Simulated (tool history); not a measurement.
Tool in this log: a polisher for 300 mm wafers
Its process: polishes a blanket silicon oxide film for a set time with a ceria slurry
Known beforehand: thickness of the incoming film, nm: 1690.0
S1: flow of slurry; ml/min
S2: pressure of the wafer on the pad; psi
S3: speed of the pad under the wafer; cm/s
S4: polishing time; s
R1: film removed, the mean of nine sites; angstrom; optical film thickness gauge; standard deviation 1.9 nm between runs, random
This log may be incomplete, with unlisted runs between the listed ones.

run 1 hour=0 | S1=225 S2=3.4 S3=96 S4=72 | R1=2746.9
run 2 hour=1.2 | S1=225 S2=3.4 S3=96 S4=72 | R1=2704.3
run 3 hour=7.2 | S1=225 S2=3.2 S3=96 S4=72 | R1=2591.5
run 4 hour=8.9 | S1=225 S2=3 S3=96 S4=72 | R1=2444.7
run 5 hour=14.1 | S1=225 S2=3.7 S3=96 S4=72 | R1=2975.9
run 6 hour=19.1 | S1=225 S2=4 S3=96 S4=72 | R1=3254.9
run 7 hour=25.3 | S1=220 S2=3.6 S3=96 S4=72 | R1=2877.5

What does the tool deliver on the next run?
run 8 hour=32.6 | S1=215 S2=3.3 S3=96 S4=72 | R1=?

R1: 2633.6 angstrom
